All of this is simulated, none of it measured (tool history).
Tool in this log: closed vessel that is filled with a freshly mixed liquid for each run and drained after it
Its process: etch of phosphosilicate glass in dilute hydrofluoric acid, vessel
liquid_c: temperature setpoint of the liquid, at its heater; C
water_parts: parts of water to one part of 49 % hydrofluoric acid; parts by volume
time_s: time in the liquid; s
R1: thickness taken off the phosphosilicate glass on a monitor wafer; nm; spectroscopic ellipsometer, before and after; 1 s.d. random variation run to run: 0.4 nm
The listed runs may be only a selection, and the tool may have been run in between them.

run 1 hour=0 | liquid_c=23 water_parts=100 time_s=35 | R1=36.158
run 2 hour=8.6 | liquid_c=24.5 water_parts=90 time_s=35 | R1=42.974
run 3 hour=10.9 | liquid_c=22.5 water_parts=90 time_s=35 | R1=40.163
run 4 hour=12.5 | liquid_c=24.5 water_parts=80 time_s=35 | R1=49.51
run 5 hour=13.7 | liquid_c=26 water_parts=75 time_s=35 | R1=55.984
run 6 hour=17.5 | liquid_c=26 water_parts=75 time_s=35 | R1=56.107
run 7 hour=19.2 | liquid_c=27 water_parts=70 time_s=35 | R1=62.937
run 8 hour=20 | liquid_c=28 water_parts=65 time_s=35 | R1=71.4
run 9 hour=22.2 | liquid_c=28.5 water_parts=65 time_s=35 | R1=72.697
run 10 hour=28.3 | liquid_c=29 water_parts=65 time_s=35 | R1=74.138

Expected results for the next run?
run 11 hour=35.9 | liquid_c=31 water_parts=50 time_s=35 | R1=?

R1: 106.27 nm
